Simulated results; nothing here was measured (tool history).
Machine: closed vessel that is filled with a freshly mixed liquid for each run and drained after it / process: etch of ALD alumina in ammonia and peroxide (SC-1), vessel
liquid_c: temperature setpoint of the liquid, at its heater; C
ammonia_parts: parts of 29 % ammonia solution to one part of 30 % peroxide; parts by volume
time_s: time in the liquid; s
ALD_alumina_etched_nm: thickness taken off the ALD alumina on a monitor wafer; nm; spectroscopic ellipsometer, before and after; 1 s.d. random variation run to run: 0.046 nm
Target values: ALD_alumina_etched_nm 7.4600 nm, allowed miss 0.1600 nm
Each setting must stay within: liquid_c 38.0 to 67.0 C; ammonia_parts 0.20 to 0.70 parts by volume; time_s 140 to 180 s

Run 1, hour 0.0: liquid_c 51.0 C, ammonia_parts 0.40 parts by volume, time_s 180 s. Result: ALD_alumina_etched_nm 5.3173 nm.
Run 2, hour 8.9: liquid_c 52.0 C, ammonia_parts 0.40 parts by volume, time_s 180 s. Result: ALD_alumina_etched_nm 5.5269 nm.
Run 3, hour 10.0: liquid_c 52.0 C, ammonia_parts 0.40 parts by volume, time_s 140 s. Result: ALD_alumina_etched_nm 4.3622 nm.
Run 4, hour 18.1: liquid_c 55.5 C, ammonia_parts 0.40 parts by volume, time_s 140 s. Result: ALD_alumina_etched_nm 5.2187 nm.
Run 5, hour 24.8: liquid_c 55.5 C, ammonia_parts 0.35 parts by volume, time_s 140 s. Result: ALD_alumina_etched_nm 5.1645 nm.
Run 6, hour 32.2: liquid_c 55.5 C, ammonia_parts 0.35 parts by volume, time_s 140 s. Result: ALD_alumina_etched_nm 5.1961 nm.
Run 7, hour 39.0: liquid_c 57.0 C, ammonia_parts 0.35 parts by volume, time_s 140 s. Result: ALD_alumina_etched_nm 5.5804 nm.
Run 8, hour 43.3: liquid_c 58.0 C, ammonia_parts 0.35 parts by volume, time_s 140 s. Result: ALD_alumina_etched_nm 5.9376 nm.
Run 9, hour 51.0: liquid_c 58.5 C, ammonia_parts 0.35 parts by volume, time_s 140 s. Result: ALD_alumina_etched_nm 5.9478 nm.
Run 10, hour 58.3: liquid_c 59.5 C, ammonia_parts 0.35 parts by volume, time_s 140 s. Result: ALD_alumina_etched_nm 6.3651 nm.
Run 11, hour 60.9: liquid_c 60.0 C, ammonia_parts 0.35 parts by volume, time_s 140 s. Result: ALD_alumina_etched_nm 6.4340 nm.
Run 12, hour 64.4: liquid_c 60.5 C, ammonia_parts 0.35 parts by volume, time_s 140 s. Result: ALD_alumina_etched_nm 6.6529 nm.
Run 13, hour 66.6: liquid_c 61.0 C, ammonia_parts 0.35 parts by volume, time_s 140 s. Result: ALD_alumina_etched_nm 6.8476 nm.
Run 14, hour 70.7: liquid_c 61.5 C, ammonia_parts 0.35 parts by volume, time_s 140 s. Result: ALD_alumina_etched_nm 7.0852 nm.

Which one of the following 5 next-run settings gets every result inside its allowed miss? There is exactly one.
Run A, hour 74.8: liquid_c 60.0 C, ammonia_parts 0.35 parts by volume, time_s 145 s. Result: ALD_alumina_etched_nm ?.
Run B, hour 74.8: liquid_c 58.5 C, ammonia_parts 0.40 parts by volume, time_s 180 s. Result: ALD_alumina_etched_nm ?.
Run C, hour 74.8: liquid_c 58.0 C, ammonia_parts 0.50 parts by volume, time_s 160 s. Result: ALD_alumina_etched_nm ?.
Run D, hour 74.8: liquid_c 62.0 C, ammonia_parts 0.50 parts by volume, time_s 140 s. Result: ALD_alumina_etched_nm ?.
Run E, hour 74.8: liquid_c 59.5 C, ammonia_parts 0.30 parts by volume, time_s 175 s. Result: ALD_alumina_etched_nm ?.

move  ALD_alumina_etched_nm
   A                 6.7534
   B                 7.8576
   C                 6.9506
   D                 7.4685
   E                 7.8285
A: lands further from the targets than the last run did
B: moves the result that the last run missed by most past its target, out the other side
C: lands further from the targets than the last run did
D: every result within its allowed miss
E: moves the result that the last run missed by most past its target, out the other side
Go with D: it meets all targets.

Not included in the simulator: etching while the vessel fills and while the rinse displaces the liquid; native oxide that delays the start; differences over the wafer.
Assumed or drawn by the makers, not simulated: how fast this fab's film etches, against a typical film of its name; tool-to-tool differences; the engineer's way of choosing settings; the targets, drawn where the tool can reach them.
